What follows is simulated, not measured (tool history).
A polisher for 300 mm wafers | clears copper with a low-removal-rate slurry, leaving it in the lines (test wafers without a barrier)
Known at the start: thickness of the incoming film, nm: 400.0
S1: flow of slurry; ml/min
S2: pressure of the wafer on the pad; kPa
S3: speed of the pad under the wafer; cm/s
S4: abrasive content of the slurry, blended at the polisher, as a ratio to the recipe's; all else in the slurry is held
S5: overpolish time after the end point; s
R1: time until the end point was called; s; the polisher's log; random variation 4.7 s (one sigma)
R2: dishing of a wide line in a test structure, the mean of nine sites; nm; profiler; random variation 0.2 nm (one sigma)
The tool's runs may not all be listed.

run    day   S1    S2  S3  S4  S5      R1      R2
  1      0  230  22.8  88   1  25  139.73  37.344
  2  0.367  190  22.8  88   1  25  140.58  36.684
  3  0.621  190  27.6  88   1  25  120.18  42.044
  4  0.712  190  24.1  80   1  23  152.83  33.282
  5  0.762  190  21.4  76   1  21  172.07   27.81
  6  0.917  190  18.6  72   1  20  211.77  23.013
  7  1.217  190  18.6  72   1  20  201.86  22.904
  8  1.375  190  16.5  72   1  20  234.54  21.621
  9  1.458  190  15.9  72   1  19   242.1  19.812
 10  1.504  190  11.7  72   1  18  304.39  14.983

The next listed run, before its measurement:
 11  1.538  190  12.4  72   1  18   ?   ?

R1: 287.72 s
R2: 15.677 nm
